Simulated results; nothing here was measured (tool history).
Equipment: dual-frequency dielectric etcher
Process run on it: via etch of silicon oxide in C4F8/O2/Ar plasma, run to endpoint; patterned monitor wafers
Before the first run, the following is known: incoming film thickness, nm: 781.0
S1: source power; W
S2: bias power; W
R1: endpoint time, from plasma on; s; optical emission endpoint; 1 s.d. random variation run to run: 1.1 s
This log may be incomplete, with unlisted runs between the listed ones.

| run | hour | S1 | S2 | R1 |
|---|---|---|---|---|
| 1 | 0.0 | 2110 | 1951 | 162.58 |
| 2 | 6.2 | 1930 | 1842 | 168.56 |
| 3 | 13.0 | 1740 | 1842 | 173.55 |
| 4 | 21.5 | 1950 | 1842 | 169.89 |
| 5 | 30.5 | 1810 | 1713 | 176.93 |
| 6 | 33.8 | 1700 | 1626 | 182.24 |
| 7 | 38.3 | 1610 | 1555 | 189.91 |
| 8 | 39.3 | 1540 | 1530 | 192.06 |
| 9 | 45.4 | 1490 | 1504 | 194.90 |
| 10 | 47.2 | 1450 | 1487 | 197.44 |

Run 11, settings as shown, results not yet in. Your forecast:
| 11 | 50.0 | 1410 | 1479 | ? |

{"run 11": {"R1": 199.64}}

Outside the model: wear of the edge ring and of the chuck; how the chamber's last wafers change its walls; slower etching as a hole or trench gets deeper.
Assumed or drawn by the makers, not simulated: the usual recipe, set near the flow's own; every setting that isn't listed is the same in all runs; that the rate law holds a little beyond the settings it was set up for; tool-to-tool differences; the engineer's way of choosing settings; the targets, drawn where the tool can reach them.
